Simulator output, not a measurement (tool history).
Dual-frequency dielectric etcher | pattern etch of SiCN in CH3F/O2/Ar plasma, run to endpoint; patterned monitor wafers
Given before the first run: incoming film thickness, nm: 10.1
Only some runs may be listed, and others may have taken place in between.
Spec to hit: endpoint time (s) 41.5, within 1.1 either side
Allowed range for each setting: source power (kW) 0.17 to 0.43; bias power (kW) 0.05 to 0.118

{"run": 1, "day": 0.0, "source power (kW)": 0.3, "bias power (kW)": 0.084, "endpoint time (s)": 32.272}
{"run": 2, "day": 0.375, "source power (kW)": 0.3, "bias power (kW)": 0.096, "endpoint time (s)": 30.362}
{"run": 3, "day": 0.408, "source power (kW)": 0.3, "bias power (kW)": 0.087, "endpoint time (s)": 31.584}
{"run": 4, "day": 0.483, "source power (kW)": 0.29, "bias power (kW)": 0.084, "endpoint time (s)": 32.41}
{"run": 5, "day": 0.692, "source power (kW)": 0.28, "bias power (kW)": 0.081, "endpoint time (s)": 33.46}
{"run": 6, "day": 0.762, "source power (kW)": 0.28, "bias power (kW)": 0.069, "endpoint time (s)": 35.56}
{"run": 7, "day": 1.038, "source power (kW)": 0.27, "bias power (kW)": 0.068, "endpoint time (s)": 36.155}
{"run": 8, "day": 1.158, "source power (kW)": 0.26, "bias power (kW)": 0.067, "endpoint time (s)": 37.059}
{"run": 9, "day": 1.475, "source power (kW)": 0.25, "bias power (kW)": 0.066, "endpoint time (s)": 37.84}
{"run": 10, "day": 1.683, "source power (kW)": 0.24, "bias power (kW)": 0.066, "endpoint time (s)": 38.574}

Consider the 5 candidate settings below. Which is the only one whose results all fall within their allowed miss of target?
{"run": "A", "day": 1.892, "source power (kW)": 0.24, "bias power (kW)": 0.067, "endpoint time (s)": "?"}
{"run": "B", "day": 1.892, "source power (kW)": 0.2, "bias power (kW)": 0.057, "endpoint time (s)": "?"}
{"run": "C", "day": 1.892, "source power (kW)": 0.24, "bias power (kW)": 0.054, "endpoint time (s)": "?"}
{"run": "D", "day": 1.892, "source power (kW)": 0.23, "bias power (kW)": 0.071, "endpoint time (s)": "?"}
{"run": "E", "day": 1.892, "source power (kW)": 0.23, "bias power (kW)": 0.05, "endpoint time (s)": "?"}

move=A endpoint_time_(s)=38.512
move=B endpoint_time_(s)=44.554
move=C endpoint_time_(s)=41.668
move=D endpoint_time_(s)=38.43
move=E endpoint_time_(s)=43.69
A: about as far from the targets as the last run
B: takes the result that was furthest off past its target
C: all results land within tolerance of their targets
D: about as far from the targets as the last run
E: takes the result that was furthest off past its target
Answer: C
